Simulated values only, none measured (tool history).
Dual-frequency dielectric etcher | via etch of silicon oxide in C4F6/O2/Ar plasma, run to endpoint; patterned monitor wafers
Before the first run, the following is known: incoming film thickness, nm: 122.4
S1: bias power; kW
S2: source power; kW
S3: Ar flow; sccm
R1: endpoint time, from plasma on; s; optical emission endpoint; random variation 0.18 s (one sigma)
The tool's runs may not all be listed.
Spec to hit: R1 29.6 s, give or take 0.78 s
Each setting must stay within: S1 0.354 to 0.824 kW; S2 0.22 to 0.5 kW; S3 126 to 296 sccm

run 1 hour=0 | S1=0.589 S2=0.36 S3=211 | R1=24.419
run 2 hour=7.8 | S1=0.536 S2=0.34 S3=214 | R1=26.354
run 3 hour=8.9 | S1=0.536 S2=0.38 S3=214 | R1=25.327
run 4 hour=12.4 | S1=0.488 S2=0.38 S3=214 | R1=26.357
run 5 hour=16.3 | S1=0.488 S2=0.43 S3=214 | R1=25.28
run 6 hour=24.6 | S1=0.488 S2=0.38 S3=214 | R1=26.618
run 7 hour=25.8 | S1=0.462 S2=0.38 S3=215 | R1=27.144
run 8 hour=28.7 | S1=0.439 S2=0.38 S3=216 | R1=27.7
run 9 hour=30.1 | S1=0.421 S2=0.38 S3=216 | R1=28.337
run 10 hour=38 | S1=0.421 S2=0.38 S3=216 | R1=28.445
run 11 hour=42.1 | S1=0.411 S2=0.38 S3=216 | R1=29.071

Next run, 5 choices. One meets every target within its allowed miss, the rest don't. Which?
run A hour=46.2 | S1=0.446 S2=0.37 S3=236 | R1=?
run B hour=46.2 | S1=0.43 S2=0.37 S3=223 | R1=?
run C hour=46.2 | S1=0.378 S2=0.39 S3=194 | R1=?
run D hour=46.2 | S1=0.449 S2=0.39 S3=225 | R1=?
run E hour=46.2 | S1=0.494 S2=0.35 S3=210 | R1=?

move=A R1=28.028
move=B R1=28.428
move=C R1=29.484
move=D R1=27.346
move=E R1=26.995
A: misses by more than the last run did
B: misses by more than the last run did
C: hits every target within its allowed miss
D: misses by more than the last run did
E: misses by more than the last run did
Answer: C
